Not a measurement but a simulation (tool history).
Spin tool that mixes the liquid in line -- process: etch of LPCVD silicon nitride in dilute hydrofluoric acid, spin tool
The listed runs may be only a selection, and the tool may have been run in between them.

run  hour  temperature setpoint of the liquid (°C)  parts of water to one part of 49 % hydrofluoric acid (parts by volume)  time under the liquid (s)  thickness taken off the LPCVD silicon nitride on a monitor wafer (angstrom)
  1   0.0                                     25.0                                                                      50                        260                                                                       26.967
  2   5.7                                     27.0                                                                      50                        260                                                                       30.867
  3  10.6                                     24.0                                                                      50                        260                                                                       25.950
  4  18.1                                     24.0                                                                      50                        260                                                                       26.265
  5  20.5                                     24.0                                                                      60                        260                                                                       20.995
  6  22.2                                     26.0                                                                      55                        260                                                                       27.812
  7  24.9                                     27.5                                                                      55                        260                                                                       30.880
  8  26.7                                     27.5                                                                      55                        260                                                                       29.358
  9  28.5                                     29.0                                                                      55                        260                                                                       32.073
 10  31.8                                     30.0                                                                      55                        260                                                                       35.176
 11  34.5                                     30.5                                                                      55                        260                                                                       35.869
 12  43.3                                     31.0                                                                      55                        260                                                                       38.288

For run 13, what comes out?
 13  51.2                                     31.5                                                                      55                        260                                                                            ?

Run 13 gave thickness taken off the LPCVD silicon nitride on a monitor wafer (angstrom) 38.639.
